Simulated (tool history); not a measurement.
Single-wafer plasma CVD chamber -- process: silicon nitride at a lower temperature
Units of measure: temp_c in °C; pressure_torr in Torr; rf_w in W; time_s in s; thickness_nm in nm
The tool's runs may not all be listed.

| run | hour | temp_c | pressure_torr | rf_w | time_s | thickness_nm |
|---|---|---|---|---|---|---|
| 1 | 0 | 330 | 2.01 | 245 | 23 | 24.053 |
| 2 | 8.1 | 337 | 2.01 | 245 | 23 | 23.86 |
| 3 | 8.9 | 337 | 2.01 | 260 | 23 | 24.921 |
| 4 | 14.9 | 337 | 1.85 | 250 | 23 | 23.708 |
| 5 | 19.5 | 337 | 1.72 | 240 | 23 | 22.779 |
| 6 | 24.6 | 337 | 1.62 | 235 | 23 | 22.219 |
| 7 | 31.2 | 337 | 1.54 | 230 | 23 | 21.711 |
| 8 | 32.8 | 337 | 1.47 | 225 | 23 | 20.95 |
| 9 | 36.5 | 337 | 1.42 | 225 | 23 | 21.041 |

Run 10 is up next; what results do you expect?
| 10 | 44.1 | 337 | 1.24 | 210 | 23 | ? |

Run 10 came out at thickness_nm 19.399 nm.

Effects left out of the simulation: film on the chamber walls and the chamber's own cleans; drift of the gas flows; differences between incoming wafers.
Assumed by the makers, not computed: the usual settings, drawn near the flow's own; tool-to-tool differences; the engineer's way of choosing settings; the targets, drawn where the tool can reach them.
